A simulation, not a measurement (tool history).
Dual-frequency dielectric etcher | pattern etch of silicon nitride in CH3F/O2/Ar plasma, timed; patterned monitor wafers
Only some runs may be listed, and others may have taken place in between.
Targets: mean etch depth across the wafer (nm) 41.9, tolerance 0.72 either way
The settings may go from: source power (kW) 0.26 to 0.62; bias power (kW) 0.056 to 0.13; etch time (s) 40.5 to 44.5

run,hour,source power (kW),bias power (kW),etch time (s),mean etch depth across the wafer (nm)
1,0,0.44,0.093,44.5,37.873
2,3.7,0.44,0.093,44.5,37.933
3,12,0.47,0.094,44.5,38.877
4,20.1,0.47,0.094,44.5,39.037
5,21.1,0.47,0.094,40.5,35.393
6,25.6,0.42,0.094,40.5,33.734
7,27.9,0.47,0.095,40.5,35.63
8,35.5,0.56,0.103,41,39.719
9,41.4,0.56,0.103,41,39.539
10,44.5,0.56,0.103,41,39.754
11,51.3,0.57,0.104,41,40.069
12,55.4,0.58,0.105,41,40.743
13,59.1,0.59,0.105,41,40.547

Which one of the following 5 next-run settings gets every result inside its allowed miss? There is exactly one.
A,62.8,0.53,0.113,41.5,?
B,62.8,0.56,0.118,41.5,?
C,62.8,0.52,0.121,43.5,?
D,62.8,0.53,0.102,40.5,?
E,62.8,0.57,0.111,44,?

move,mean etch depth across the wafer (nm)
A,40.609
B,42.162
C,43.308
D,38.207
E,44.037
A: neither nearer nor further off than the last run
B: meets every target
C: carries the result that was furthest off beyond its target, to the other side
D: further off than the last run
E: carries the result that was furthest off beyond its target, to the other side
Go with B: it meets all targets.
